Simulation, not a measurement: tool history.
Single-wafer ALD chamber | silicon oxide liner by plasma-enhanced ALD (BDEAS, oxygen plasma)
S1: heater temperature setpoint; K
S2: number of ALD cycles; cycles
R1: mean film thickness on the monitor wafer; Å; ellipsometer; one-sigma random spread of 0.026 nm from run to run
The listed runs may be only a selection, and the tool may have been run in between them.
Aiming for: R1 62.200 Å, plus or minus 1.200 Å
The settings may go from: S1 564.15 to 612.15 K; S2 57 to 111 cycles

Run 1, hour 0.0: S1 588.15 K, S2 84 cycles. Result: R1 73.799 Å.
Run 2, hour 3.1: S1 588.15 K, S2 81 cycles. Result: R1 70.402 Å.
Run 3, hour 6.8: S1 588.15 K, S2 91 cycles. Result: R1 80.160 Å.
Run 4, hour 7.5: S1 592.15 K, S2 91 cycles. Result: R1 79.769 Å.
At hour 8.3: thermocouple changed; heater temperature recalibrated.
Run 5, hour 8.3: S1 599.15 K, S2 91 cycles. Result: R1 78.489 Å.
Run 6, hour 14.5: S1 600.15 K, S2 87 cycles. Result: R1 75.382 Å.
Run 7, hour 19.7: S1 600.15 K, S2 84 cycles. Result: R1 72.998 Å.
Run 8, hour 25.8: S1 600.15 K, S2 81 cycles. Result: R1 70.236 Å.
Run 9, hour 32.6: S1 600.15 K, S2 79 cycles. Result: R1 68.016 Å.
Run 10, hour 38.6: S1 600.15 K, S2 78 cycles. Result: R1 67.085 Å.

Which single option among these 5 for the next run brings every result within its allowed miss of target? Just one does.
Run A, hour 44.6: S1 601.15 K, S2 72 cycles. Result: R1 ?.
Run B, hour 44.6: S1 601.15 K, S2 77 cycles. Result: R1 ?.
Run C, hour 44.6: S1 604.15 K, S2 89 cycles. Result: R1 ?.
Run D, hour 44.6: S1 595.15 K, S2 83 cycles. Result: R1 ?.
Run E, hour 44.6: S1 595.15 K, S2 75 cycles. Result: R1 ?.

move      R1
   A  61.993
   B  66.298
   C  76.306
   D  72.069
   E  65.122
A: every result within its allowed miss
B: closer than the last run, but not yet in spec
C: lands further from the targets than the last run did
D: lands further from the targets than the last run did
E: closer than the last run, but not yet in spec
Answer: A
